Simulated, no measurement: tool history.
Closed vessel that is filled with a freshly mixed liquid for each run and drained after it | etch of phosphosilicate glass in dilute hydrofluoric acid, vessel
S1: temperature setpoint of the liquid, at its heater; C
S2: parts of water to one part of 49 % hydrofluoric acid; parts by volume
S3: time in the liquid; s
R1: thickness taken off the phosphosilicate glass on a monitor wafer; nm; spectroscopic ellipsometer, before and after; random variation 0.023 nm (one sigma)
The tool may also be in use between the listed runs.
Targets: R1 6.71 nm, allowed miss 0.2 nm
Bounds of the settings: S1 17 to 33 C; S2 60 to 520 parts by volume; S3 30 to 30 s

{"run": 1, "day": 0.0, "S1": 25, "S2": 290, "S3": 30, "R1": 12.172}
{"run": 2, "day": 0.212, "S1": 23.5, "S2": 305, "S3": 30, "R1": 10.761}
{"run": 3, "day": 0.304, "S1": 22.5, "S2": 315, "S3": 30, "R1": 10.031}
{"run": 4, "day": 0.583, "S1": 24.5, "S2": 315, "S3": 30, "R1": 10.735}
{"run": 5, "day": 0.804, "S1": 23, "S2": 325, "S3": 30, "R1": 9.8277}
{"run": 6, "day": 0.858, "S1": 23, "S2": 325, "S3": 30, "R1": 9.7919}
{"run": 7, "day": 0.883, "S1": 19, "S2": 375, "S3": 30, "R1": 7.0721}
{"run": 8, "day": 1.067, "S1": 17, "S2": 380, "S3": 30, "R1": 6.4634}
{"run": 9, "day": 1.346, "S1": 17, "S2": 380, "S3": 30, "R1": 6.4705}

5 next moves are on the table. One of them brings every result within its allowed miss. Which?
{"run": "A", "day": 1.625, "S1": 17, "S2": 345, "S3": 30, "R1": "?"}
{"run": "B", "day": 1.625, "S1": 18.5, "S2": 415, "S3": 30, "R1": "?"}
{"run": "C", "day": 1.625, "S1": 21, "S2": 415, "S3": 30, "R1": "?"}
{"run": "D", "day": 1.625, "S1": 18, "S2": 400, "S3": 30, "R1": "?"}
{"run": "E", "day": 1.625, "S1": 17, "S2": 400, "S3": 30, "R1": "?"}

move=A R1=7.3093
move=B R1=6.0654
move=C R1=6.6127
move=D R1=6.2564
move=E R1=6.036
A: takes the result that was furthest off past its target
B: further off than the last run
C: meets every target
D: further off than the last run
E: further off than the last run
Move C is the one to make.
